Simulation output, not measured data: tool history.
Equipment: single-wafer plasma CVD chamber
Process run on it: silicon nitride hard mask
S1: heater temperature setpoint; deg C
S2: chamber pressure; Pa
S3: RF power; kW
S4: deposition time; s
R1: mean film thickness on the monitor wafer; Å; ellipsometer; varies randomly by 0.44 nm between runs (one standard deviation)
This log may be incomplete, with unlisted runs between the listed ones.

run,hour,S1,S2,S3,S4,R1
1,0.0,400,264,0.335,70.4,875.76
2,7.5,410,264,0.335,70.4,869.44
3,15.4,410,251,0.330,70.4,842.11
4,24.0,410,241,0.330,70.4,835.37
5,28.1,410,232,0.330,70.4,821.39
6,28.8,410,225,0.330,70.4,820.27
7,30.8,410,219,0.330,70.4,816.71

The next listed run, before its measurement:
8,35.7,410,212,0.330,70.4,?

{"run 8": {"R1": 798.91}}
